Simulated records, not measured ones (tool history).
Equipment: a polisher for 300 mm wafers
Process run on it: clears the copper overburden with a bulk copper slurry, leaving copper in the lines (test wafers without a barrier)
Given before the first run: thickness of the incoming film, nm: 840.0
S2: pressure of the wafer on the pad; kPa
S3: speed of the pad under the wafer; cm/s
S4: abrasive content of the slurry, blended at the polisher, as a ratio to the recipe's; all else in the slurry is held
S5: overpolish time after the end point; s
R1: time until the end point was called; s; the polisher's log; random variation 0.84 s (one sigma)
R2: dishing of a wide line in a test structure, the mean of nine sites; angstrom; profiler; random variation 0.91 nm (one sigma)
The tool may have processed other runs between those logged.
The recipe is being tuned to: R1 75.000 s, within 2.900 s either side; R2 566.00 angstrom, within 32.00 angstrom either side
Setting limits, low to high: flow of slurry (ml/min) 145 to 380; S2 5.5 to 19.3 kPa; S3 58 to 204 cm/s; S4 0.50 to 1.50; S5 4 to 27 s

Run 1, hour 0.0: flow of slurry (ml/min) 245, S2 12.4 kPa, S3 130 cm/s, S4 1.00, S5 14 s. Result: R1 91.834 s, R2 606.63 angstrom.
Run 2, hour 1.4: flow of slurry (ml/min) 245, S2 12.4 kPa, S3 144 cm/s, S4 1.00, S5 14 s. Result: R1 88.733 s, R2 651.61 angstrom.
Run 3, hour 8.1: flow of slurry (ml/min) 245, S2 12.4 kPa, S3 144 cm/s, S4 1.00, S5 17 s. Result: R1 87.161 s, R2 709.24 angstrom.
Run 4, hour 13.8: flow of slurry (ml/min) 245, S2 12.4 kPa, S3 170 cm/s, S4 1.00, S5 17 s. Result: R1 77.637 s, R2 733.50 angstrom.
Run 5, hour 20.9: flow of slurry (ml/min) 245, S2 12.4 kPa, S3 158 cm/s, S4 1.00, S5 17 s. Result: R1 82.143 s, R2 736.56 angstrom.
Run 6, hour 23.6: flow of slurry (ml/min) 245, S2 12.4 kPa, S3 158 cm/s, S4 1.00, S5 15 s. Result: R1 81.652 s, R2 663.55 angstrom.
Run 7, hour 28.0: flow of slurry (ml/min) 245, S2 12.4 kPa, S3 158 cm/s, S4 1.00, S5 14 s. Result: R1 80.916 s, R2 682.84 angstrom.
Run 8, hour 34.3: flow of slurry (ml/min) 245, S2 12.4 kPa, S3 158 cm/s, S4 1.00, S5 13 s. Result: R1 82.500 s, R2 643.73 angstrom.
Run 9, hour 37.3: flow of slurry (ml/min) 245, S2 12.4 kPa, S3 158 cm/s, S4 1.00, S5 12 s. Result: R1 82.059 s, R2 618.01 angstrom.
Run 10, hour 40.3: flow of slurry (ml/min) 245, S2 12.4 kPa, S3 158 cm/s, S4 1.00, S5 11 s. Result: R1 81.901 s, R2 588.71 angstrom.
Run 11, hour 46.8: flow of slurry (ml/min) 250, S2 13.8 kPa, S3 160 cm/s, S4 1.00, S5 8 s. Result: R1 72.653 s, R2 506.75 angstrom.

Consider the 4 candidate settings below. Which is the only one whose results all fall within their allowed miss of target?
Run A, hour 53.3: flow of slurry (ml/min) 220, S2 15.2 kPa, S3 148 cm/s, S4 0.75, S5 9 s. Result: R1 ?, R2 ?.
Run B, hour 53.3: flow of slurry (ml/min) 255, S2 12.4 kPa, S3 168 cm/s, S4 1.00, S5 8 s. Result: R1 ?, R2 ?.
Run C, hour 53.3: flow of slurry (ml/min) 190, S2 14.5 kPa, S3 132 cm/s, S4 1.15, S5 8 s. Result: R1 ?, R2 ?.
Run D, hour 53.3: flow of slurry (ml/min) 295, S2 13.8 kPa, S3 160 cm/s, S4 1.10, S5 11 s. Result: R1 ?, R2 ?.

move      R1      R2
   A  75.291  560.18
   B  79.214  487.70
   C  80.198  492.27
   D  71.626  645.04
A: hits every target within its allowed miss
B: further off than the last run
C: further off than the last run
D: moves the result that the last run missed by most past its target, out the other side
So the answer is move A, the one that meets all the targets.
